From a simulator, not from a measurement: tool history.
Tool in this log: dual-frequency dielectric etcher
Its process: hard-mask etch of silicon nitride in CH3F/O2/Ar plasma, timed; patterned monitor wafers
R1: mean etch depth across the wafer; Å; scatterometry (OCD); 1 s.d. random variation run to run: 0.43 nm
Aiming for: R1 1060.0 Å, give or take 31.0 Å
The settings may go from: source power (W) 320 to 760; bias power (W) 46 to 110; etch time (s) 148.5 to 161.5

Run 1, day 0.000: source power (W) 540, bias power (W) 78, etch time (s) 161.5. Result: R1 1255.2 Å.
Run 2, day 0.233: source power (W) 490, bias power (W) 78, etch time (s) 161.5. Result: R1 1188.2 Å.
Run 3, day 0.508: source power (W) 490, bias power (W) 90, etch time (s) 161.5. Result: R1 1273.8 Å.
Run 4, day 0.792: source power (W) 490, bias power (W) 85, etch time (s) 161.5. Result: R1 1247.8 Å.
Run 5, day 1.050: source power (W) 450, bias power (W) 82, etch time (s) 160.5. Result: R1 1154.4 Å.
Run 6, day 1.154: source power (W) 450, bias power (W) 82, etch time (s) 161.5. Result: R1 1169.2 Å.
Run 7, day 1.504: source power (W) 420, bias power (W) 81, etch time (s) 161.5. Result: R1 1125.2 Å.
Run 8, day 1.788: source power (W) 420, bias power (W) 81, etch time (s) 161.5. Result: R1 1123.3 Å.
Run 9, day 2.071: source power (W) 400, bias power (W) 81, etch time (s) 161.5. Result: R1 1098.0 Å.

Below are 4 possible settings for the next run. Only one of them brings all results inside the allowed miss of their targets. Which is it?
Run A, day 2.354: source power (W) 470, bias power (W) 77, etch time (s) 157.5. Result: R1 ?.
Run B, day 2.354: source power (W) 430, bias power (W) 84, etch time (s) 158.0. Result: R1 ?.
Run C, day 2.354: source power (W) 370, bias power (W) 81, etch time (s) 161.5. Result: R1 ?.
Run D, day 2.354: source power (W) 440, bias power (W) 83, etch time (s) 161.5. Result: R1 ?.

move      R1
   A  1141.4
   B  1133.0
   C  1056.8
   D  1166.0
A: lands further from the targets than the last run did
B: lands further from the targets than the last run did
C: all results in spec
D: lands further from the targets than the last run did
So the answer is move C, the one that meets all the targets.

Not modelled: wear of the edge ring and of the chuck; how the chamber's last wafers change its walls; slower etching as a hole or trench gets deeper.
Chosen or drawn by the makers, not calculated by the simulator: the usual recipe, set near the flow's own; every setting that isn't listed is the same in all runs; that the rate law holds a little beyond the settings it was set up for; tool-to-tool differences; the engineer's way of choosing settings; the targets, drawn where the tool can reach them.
